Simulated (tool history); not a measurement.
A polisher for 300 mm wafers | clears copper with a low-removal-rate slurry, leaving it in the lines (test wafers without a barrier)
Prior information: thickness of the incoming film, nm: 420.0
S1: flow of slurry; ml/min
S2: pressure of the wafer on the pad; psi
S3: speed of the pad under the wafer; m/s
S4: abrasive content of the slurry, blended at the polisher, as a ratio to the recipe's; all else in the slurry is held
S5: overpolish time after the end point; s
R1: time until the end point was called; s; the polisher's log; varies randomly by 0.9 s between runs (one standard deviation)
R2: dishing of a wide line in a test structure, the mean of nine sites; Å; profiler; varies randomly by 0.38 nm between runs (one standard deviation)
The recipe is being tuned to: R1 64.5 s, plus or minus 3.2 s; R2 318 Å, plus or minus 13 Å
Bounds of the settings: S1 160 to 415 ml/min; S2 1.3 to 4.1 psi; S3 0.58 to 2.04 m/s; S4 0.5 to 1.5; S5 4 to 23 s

run 1 hour=0 | S1=265 S2=2.7 S3=1.3 S4=1 S5=12 | R1=115.59 R2=199.38
run 2 hour=2.8 | S1=265 S2=2.2 S3=1.3 S4=1 S5=12 | R1=142.1 R2=179.5
run 3 hour=3.3 | S1=265 S2=2.4 S3=1.32 S4=1 S5=12 | R1=127.02 R2=192.39
run 4 hour=4.2 | S1=265 S2=2.4 S3=1.54 S4=1 S5=12 | R1=112.03 R2=213.28
-- hour=10.2 slurry blender recalibrated
run 5 hour=10.2 | S1=265 S2=1.8 S3=1.54 S4=1 S5=12 | R1=142.77 R2=181.68
run 6 hour=12.1 | S1=265 S2=2 S3=1.54 S4=1 S5=12 | R1=127.48 R2=188.7
run 7 hour=14 | S1=265 S2=2.7 S3=1.64 S4=1 S5=17 | R1=89.498 R2=282.21
run 8 hour=19.3 | S1=265 S2=2.8 S3=1.64 S4=1 S5=17 | R1=86.703 R2=276.26
run 9 hour=24.7 | S1=265 S2=3.5 S3=1.68 S4=1 S5=17 | R1=67.812 R2=302.83

Consider the 5 candidate settings below. Which is the only one whose results all fall within their allowed miss of target?
run A hour=30.1 | S1=225 S2=3.8 S3=1.64 S4=0.95 S5=14 | R1=? R2=?
run B hour=30.1 | S1=215 S2=2.7 S3=2.04 S4=1.05 S5=15 | R1=? R2=?
run C hour=30.1 | S1=160 S2=4.1 S3=1.5 S4=0.8 S5=16 | R1=? R2=?
run D hour=30.1 | S1=195 S2=2.9 S3=2.02 S4=1.1 S5=16 | R1=? R2=?
run E hour=30.1 | S1=290 S2=3.2 S3=1.94 S4=0.9 S5=19 | R1=? R2=?

move=A R1=64.34 R2=289.13
move=B R1=71.444 R2=281.72
move=C R1=69.786 R2=294.72
move=D R1=67.366 R2=293.55
move=E R1=63.775 R2=311.33
A: moves away from the targets compared with the last run
B: moves away from the targets compared with the last run
C: moves away from the targets compared with the last run
D: moves away from the targets compared with the last run
E: meets every target
Correct choice: E, which meets every target
